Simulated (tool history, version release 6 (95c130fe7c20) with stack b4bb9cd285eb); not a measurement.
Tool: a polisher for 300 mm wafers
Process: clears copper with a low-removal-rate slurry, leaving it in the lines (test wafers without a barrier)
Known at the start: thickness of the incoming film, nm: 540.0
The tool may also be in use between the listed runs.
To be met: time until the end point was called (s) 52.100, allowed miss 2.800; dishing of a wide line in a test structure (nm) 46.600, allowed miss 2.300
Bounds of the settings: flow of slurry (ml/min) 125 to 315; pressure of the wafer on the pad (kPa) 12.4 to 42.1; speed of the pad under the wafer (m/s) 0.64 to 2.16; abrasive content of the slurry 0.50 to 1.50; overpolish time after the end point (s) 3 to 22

run	hour	flow of slurry (ml/min)	pressure of the wafer on the pad (kPa)	speed of the pad under the wafer (m/s)	abrasive content of the slurry	overpolish time after the end point (s)	time until the end point was called (s)	dishing of a wide line in a test structure (nm)
1	0.0	205	26.9	1.40	1.00	11	96.091	37.382
2	8.0	180	26.9	1.40	1.00	11	95.578	37.359
3	14.0	180	24.1	1.40	1.00	11	108.290	33.972
4	17.3	180	26.2	1.40	1.00	11	97.935	36.067
5	23.0	180	26.2	1.56	1.00	11	89.725	38.905
6	28.0	215	26.2	1.56	1.00	11	87.631	39.962
7	33.9	215	27.6	1.56	1.00	11	83.530	40.755
8	38.7	215	29.0	1.56	1.00	11	79.189	44.254
9	42.1	215	30.3	1.58	1.00	10	73.865	42.848
10	46.7	215	31.0	1.58	1.00	10	72.236	42.275
11	49.2	215	31.7	1.58	1.00	10	72.187	42.770
12	50.3	215	33.1	1.58	1.00	10	68.533	44.440
13	57.0	215	33.8	1.58	1.00	10	68.327	45.713
14	65.3	215	34.5	1.58	1.00	10	65.149	45.878
15	70.2	215	35.2	1.58	1.00	10	64.855	46.952
16	72.6	215	35.9	1.58	1.00	10	63.097	47.556
17	76.4	215	36.5	1.58	1.00	10	63.425	48.082

Which of these 4 next moves meets every target?
A	80.2	195	42.1	1.92	0.85	7	?	?
B	80.2	215	35.9	2.12	1.25	8	?	?
C	80.2	200	39.3	1.78	0.95	7	?	?
D	80.2	245	38.6	1.82	0.85	8	?	?

move	time until the end point was called (s)	dishing of a wide line in a test structure (nm)
A	47.457	46.700
B	46.123	51.254
C	53.247	43.029
D	52.744	47.332
A: takes the result that was furthest off past its target
B: takes the result that was furthest off past its target
C: brings the result that was furthest off to its target, and leaves another outside
D: meets every target
Move D is the one to make.

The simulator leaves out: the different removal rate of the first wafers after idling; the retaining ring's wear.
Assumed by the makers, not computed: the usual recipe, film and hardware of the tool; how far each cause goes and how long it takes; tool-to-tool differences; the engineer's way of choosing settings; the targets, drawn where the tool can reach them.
